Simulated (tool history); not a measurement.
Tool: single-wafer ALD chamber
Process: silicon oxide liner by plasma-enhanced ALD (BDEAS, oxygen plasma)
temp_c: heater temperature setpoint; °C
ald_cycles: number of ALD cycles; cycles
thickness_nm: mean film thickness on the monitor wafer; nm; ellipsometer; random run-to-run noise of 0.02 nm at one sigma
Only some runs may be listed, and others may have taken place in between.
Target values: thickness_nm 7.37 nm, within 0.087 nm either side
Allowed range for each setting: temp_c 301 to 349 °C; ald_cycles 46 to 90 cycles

| run | hour | temp_c | ald_cycles | thickness_nm |
|---|---|---|---|---|
| 1 | 0 | 325 | 68 | 6.6709 |
| 2 | 8.4 | 325 | 62 | 6.064 |
| 3 | 14.8 | 319 | 62 | 6.1631 |
| 4 | 20.5 | 319 | 58 | 5.7663 |
| 5 | 24.3 | 316 | 63 | 6.3108 |
| 6 | 27.2 | 313 | 66 | 6.6102 |
| 7 | 32.1 | 308 | 75 | 7.5484 |
| 8 | 40.6 | 310 | 75 | 7.5435 |
| 9 | 47.3 | 312 | 75 | 7.5106 |
| 10 | 48.4 | 313 | 75 | 7.5241 |
| 11 | 54.4 | 314 | 75 | 7.4754 |
| 12 | 55.4 | 315 | 75 | 7.4948 |

Below are 4 possible settings for the next run. Only one of them brings all results inside the allowed miss of their targets. Which is it?
| A | 56.4 | 303 | 76 | ? |
| B | 56.4 | 313 | 76 | ? |
| C | 56.4 | 319 | 77 | ? |
| D | 56.4 | 308 | 73 | ? |

| move | thickness_nm |
|---|---|
| A | 7.7281 |
| B | 7.6323 |
| C | 7.6744 |
| D | 7.377 |
A: lands further from the targets than the last run did
B: lands further from the targets than the last run did
C: lands further from the targets than the last run did
D: every result lands within tolerance
So the answer is move D, the one that meets all the targets.

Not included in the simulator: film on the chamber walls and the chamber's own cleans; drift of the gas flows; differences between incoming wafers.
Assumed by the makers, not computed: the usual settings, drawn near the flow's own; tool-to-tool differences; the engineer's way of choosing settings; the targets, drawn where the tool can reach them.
